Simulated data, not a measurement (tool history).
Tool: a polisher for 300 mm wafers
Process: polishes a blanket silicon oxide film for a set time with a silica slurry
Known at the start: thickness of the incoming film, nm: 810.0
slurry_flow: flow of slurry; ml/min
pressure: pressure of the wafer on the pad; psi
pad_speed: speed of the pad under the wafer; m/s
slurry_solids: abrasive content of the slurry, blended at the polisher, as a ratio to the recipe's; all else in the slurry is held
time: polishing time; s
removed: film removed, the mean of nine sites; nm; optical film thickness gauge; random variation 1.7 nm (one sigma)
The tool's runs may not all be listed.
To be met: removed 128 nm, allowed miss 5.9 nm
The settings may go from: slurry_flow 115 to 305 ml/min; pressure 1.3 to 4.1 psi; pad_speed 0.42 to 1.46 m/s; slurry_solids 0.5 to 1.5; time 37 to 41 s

| run | hour | slurry_flow | pressure | pad_speed | slurry_solids | time | removed |
|---|---|---|---|---|---|---|---|
| 1 | 0 | 195 | 2.7 | 0.94 | 1 | 41 | 88.935 |
| 2 | 1.4 | 195 | 2.8 | 0.94 | 1 | 41 | 92.766 |
| 3 | 4.2 | 195 | 2.8 | 0.72 | 1 | 41 | 79.635 |
| 4 | 6.4 | 195 | 2.8 | 0.72 | 1 | 37 | 69.251 |
| 5 | 11.3 | 160 | 2.8 | 0.72 | 1 | 37 | 69.461 |
| 6 | 20.1 | 160 | 2.8 | 0.92 | 1 | 37 | 78.096 |
| 7 | 21.5 | 170 | 2.9 | 0.92 | 1 | 37 | 81.128 |
| 8 | 24.1 | 170 | 3.6 | 0.98 | 1 | 37 | 100.61 |
| 9 | 29.2 | 180 | 3.7 | 0.98 | 1 | 37 | 107.47 |
| 10 | 31.8 | 190 | 3.7 | 0.98 | 1 | 37 | 108.79 |
| 11 | 38.6 | 195 | 3.7 | 0.98 | 1 | 37 | 105.56 |
| 12 | 46 | 195 | 3.8 | 1 | 1 | 37 | 109.58 |
| 13 | 54.5 | 195 | 3.8 | 1.02 | 1 | 37 | 113.94 |
| 14 | 60.4 | 195 | 3.8 | 1.02 | 1 | 37 | 109.31 |
| 15 | 66.9 | 195 | 3.8 | 1.04 | 1 | 37 | 115.5 |
| 16 | 73.8 | 200 | 3.8 | 1.04 | 1 | 37 | 116.77 |

Which of these 4 next moves meets every target?
| A | 80.7 | 175 | 3.3 | 1 | 1 | 41 | ? |
| B | 80.7 | 115 | 3.7 | 0.94 | 1.1 | 37 | ? |
| C | 80.7 | 165 | 3.7 | 1 | 0.95 | 41 | ? |
| D | 80.7 | 130 | 4.1 | 1.18 | 1 | 39 | ? |

| move | removed |
|---|---|
| A | 106.73 |
| B | 97.038 |
| C | 114.18 |
| D | 128.39 |
A: further off than the last run
B: further off than the last run
C: further off than the last run
D: meets every target
The right move is D.

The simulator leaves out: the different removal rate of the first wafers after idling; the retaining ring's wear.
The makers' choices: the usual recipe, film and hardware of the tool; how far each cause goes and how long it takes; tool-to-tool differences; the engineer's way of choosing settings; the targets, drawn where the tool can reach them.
